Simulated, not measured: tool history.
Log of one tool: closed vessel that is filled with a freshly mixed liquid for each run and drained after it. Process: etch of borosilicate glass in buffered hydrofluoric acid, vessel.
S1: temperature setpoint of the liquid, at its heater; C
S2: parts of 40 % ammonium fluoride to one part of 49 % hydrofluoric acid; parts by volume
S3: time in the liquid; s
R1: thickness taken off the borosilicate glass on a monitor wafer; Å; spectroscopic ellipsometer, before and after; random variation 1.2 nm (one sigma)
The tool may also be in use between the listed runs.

run  hour    S1  S2   S3      R1
  1     0    22   9   95  1216.5
  2   1.1    22   9   95  1201.8
  3   7.8    19   9   95  1041.3
  4  13.7    19   9   95    1046
  5  15.9    19   9  105  1144.6
  6  19.7  19.5   9  105    1191
  7  20.9    20   9  105  1232.4

The next listed run, before its measurement:
  8  26.8  20.5   9  105   ?

{"run 8": {"R1": 1244.6}}

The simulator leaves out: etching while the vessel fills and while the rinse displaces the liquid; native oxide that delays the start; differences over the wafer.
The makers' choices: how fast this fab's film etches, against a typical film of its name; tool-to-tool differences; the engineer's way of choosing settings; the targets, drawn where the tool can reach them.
